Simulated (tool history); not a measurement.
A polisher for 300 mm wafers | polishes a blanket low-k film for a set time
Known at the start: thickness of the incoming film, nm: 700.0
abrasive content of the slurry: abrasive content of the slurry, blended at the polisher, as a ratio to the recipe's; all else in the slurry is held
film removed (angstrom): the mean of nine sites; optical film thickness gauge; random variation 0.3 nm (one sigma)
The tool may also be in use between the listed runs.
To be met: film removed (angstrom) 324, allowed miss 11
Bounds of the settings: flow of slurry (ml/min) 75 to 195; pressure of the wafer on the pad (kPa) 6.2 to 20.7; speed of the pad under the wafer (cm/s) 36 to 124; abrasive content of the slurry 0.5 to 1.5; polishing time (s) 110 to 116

run	day	flow of slurry (ml/min)	pressure of the wafer on the pad (kPa)	speed of the pad under the wafer (cm/s)	abrasive content of the slurry	polishing time (s)	film removed (angstrom)
1	0	125	13.1	80	1	110	383.38
2	0.362	125	13.1	80	1.15	110	413.59
3	0.612	120	12.4	80	1.15	110	382.82
4	0.658	120	12.4	80	1.05	110	369.22
5	0.925	120	12.4	80	1.05	116	394.52
6	1.188	120	15.2	80	1.05	116	474.02
7	1.279	115	13.8	80	1.05	116	428.35
8	1.483	110	13.1	80	1.05	116	403.04
9	1.762	110	13.1	80	1.05	116	399.73
10	2.004	110	13.1	80	1.05	116	406.34
11	2.088	105	12.4	80	1.05	116	377.76
12	2.283	100	12.4	80	1.05	116	369.58
13	2.629	95	12.4	80	1.05	116	369.64
14	2.783	90	12.4	80	1.05	116	357.02
15	2.967	85	12.4	80	1.05	116	354.43
16	3.079	80	11	80	1.05	116	309.94

Which of these 5 next moves meets every target?
A	3.192	85	11.7	74	1.05	111	?
B	3.192	75	10.3	90	1	115	?
C	3.192	95	9.7	84	1.25	116	?
D	3.192	85	9	102	0.95	116	?
E	3.192	75	11	74	1.4	110	?

move	film removed (angstrom)
A	297.65
B	298.26
C	319.33
D	296.29
E	299.58
A: further off than the last run
B: further off than the last run
C: meets every target
D: further off than the last run
E: further off than the last run
Move C is the one to make.
